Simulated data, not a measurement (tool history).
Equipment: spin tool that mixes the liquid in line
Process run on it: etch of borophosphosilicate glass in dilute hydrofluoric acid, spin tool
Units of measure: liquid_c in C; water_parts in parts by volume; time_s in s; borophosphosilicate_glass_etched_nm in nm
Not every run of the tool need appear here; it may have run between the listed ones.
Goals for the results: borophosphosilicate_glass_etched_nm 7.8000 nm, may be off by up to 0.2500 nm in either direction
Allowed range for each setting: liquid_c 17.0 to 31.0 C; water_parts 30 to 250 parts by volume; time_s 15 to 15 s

run	hour	liquid_c	water_parts	time_s	borophosphosilicate_glass_etched_nm
1	0.0	23.0	140	15	6.0218
2	1.1	23.0	95	15	9.2404
3	6.3	22.0	95	15	8.9829
4	14.7	21.0	95	15	8.6562
5	23.6	20.5	95	15	8.4709
6	31.5	20.5	130	15	5.9322
7	36.6	22.0	130	15	6.3432
8	42.0	23.0	130	15	6.5800
9	43.9	24.0	130	15	6.7575
10	46.5	25.0	130	15	7.0677

Consider the 4 candidate settings below. Which is the only one whose results all fall within their allowed miss of target?
A	49.1	27.5	120	15	?
B	49.1	26.5	125	15	?
C	49.1	23.5	105	15	?
D	49.1	24.5	110	15	?

move	borophosphosilicate_glass_etched_nm
A	8.5858
B	7.8857
C	8.5637
D	8.4515
A: takes the biggest miss from the last run beyond its target
B: all results land within tolerance of their targets
C: takes the biggest miss from the last run beyond its target
D: takes the biggest miss from the last run beyond its target
B is the move that brings every result within its allowed miss.
